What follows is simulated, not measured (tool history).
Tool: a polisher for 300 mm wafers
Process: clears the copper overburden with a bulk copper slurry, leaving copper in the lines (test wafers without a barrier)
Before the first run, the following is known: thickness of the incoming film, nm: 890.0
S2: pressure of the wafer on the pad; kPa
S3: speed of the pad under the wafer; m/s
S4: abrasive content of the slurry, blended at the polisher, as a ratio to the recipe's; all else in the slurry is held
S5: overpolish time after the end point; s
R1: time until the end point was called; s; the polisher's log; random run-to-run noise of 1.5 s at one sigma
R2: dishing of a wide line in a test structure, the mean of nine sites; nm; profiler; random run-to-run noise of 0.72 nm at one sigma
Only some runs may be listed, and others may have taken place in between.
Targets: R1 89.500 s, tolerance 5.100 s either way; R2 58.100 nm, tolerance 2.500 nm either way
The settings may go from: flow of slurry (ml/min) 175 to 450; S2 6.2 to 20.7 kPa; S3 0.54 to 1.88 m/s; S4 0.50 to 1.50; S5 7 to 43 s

Run 1, hour 0.0: flow of slurry (ml/min) 290, S2 13.1 kPa, S3 1.20 m/s, S4 1.00, S5 22 s. Result: R1 121.320 s, R2 54.371 nm.
Run 2, hour 4.2: flow of slurry (ml/min) 290, S2 13.1 kPa, S3 1.20 m/s, S4 1.00, S5 15 s. Result: R1 122.190 s, R2 46.743 nm.
Run 3, hour 5.3: flow of slurry (ml/min) 290, S2 13.1 kPa, S3 1.20 m/s, S4 1.15, S5 15 s. Result: R1 113.510 s, R2 47.882 nm.
Run 4, hour 8.3: flow of slurry (ml/min) 290, S2 13.8 kPa, S3 1.20 m/s, S4 1.15, S5 16 s. Result: R1 113.830 s, R2 50.331 nm.
Run 5, hour 16.5: flow of slurry (ml/min) 355, S2 13.8 kPa, S3 1.20 m/s, S4 1.15, S5 16 s. Result: R1 109.420 s, R2 51.023 nm.
Run 6, hour 24.2: flow of slurry (ml/min) 355, S2 13.8 kPa, S3 1.20 m/s, S4 1.15, S5 12 s. Result: R1 108.450 s, R2 43.903 nm.
Run 7, hour 27.5: flow of slurry (ml/min) 355, S2 13.8 kPa, S3 1.20 m/s, S4 1.15, S5 12 s. Result: R1 109.470 s, R2 44.902 nm.
Run 8, hour 28.3: flow of slurry (ml/min) 355, S2 14.5 kPa, S3 1.20 m/s, S4 1.15, S5 13 s. Result: R1 106.420 s, R2 47.097 nm.
Run 9, hour 30.6: flow of slurry (ml/min) 355, S2 15.2 kPa, S3 1.20 m/s, S4 1.15, S5 14 s. Result: R1 100.690 s, R2 50.564 nm.
Run 10, hour 31.9: flow of slurry (ml/min) 355, S2 15.9 kPa, S3 1.20 m/s, S4 1.15, S5 14 s. Result: R1 97.906 s, R2 51.904 nm.
Run 11, hour 40.7: flow of slurry (ml/min) 355, S2 15.9 kPa, S3 1.20 m/s, S4 1.15, S5 14 s. Result: R1 94.194 s, R2 51.563 nm.
Run 12, hour 46.1: flow of slurry (ml/min) 355, S2 17.2 kPa, S3 1.16 m/s, S4 1.15, S5 21 s. Result: R1 88.244 s, R2 61.029 nm.

4 candidate next runs follow, results not yet known. Just one meets every target within its allowed miss. Identify it.
Run A, hour 51.5: flow of slurry (ml/min) 385, S2 17.2 kPa, S3 1.06 m/s, S4 1.30, S5 26 s. Result: R1 ?, R2 ?.
Run B, hour 51.5: flow of slurry (ml/min) 370, S2 17.9 kPa, S3 1.14 m/s, S4 1.20, S5 13 s. Result: R1 ?, R2 ?.
Run C, hour 51.5: flow of slurry (ml/min) 430, S2 15.9 kPa, S3 1.36 m/s, S4 0.95, S5 17 s. Result: R1 ?, R2 ?.
Run D, hour 51.5: flow of slurry (ml/min) 380, S2 19.3 kPa, S3 1.08 m/s, S4 1.20, S5 30 s. Result: R1 ?, R2 ?.

move      R1      R2
   A  94.863  64.773
   B  88.789  54.524
   C  92.306  57.914
   D  85.532  68.761
A: the biggest miss grows against the last run
B: carries the result that was furthest off beyond its target, to the other side
C: in spec on every target
D: the biggest miss grows against the last run
The right move is C.
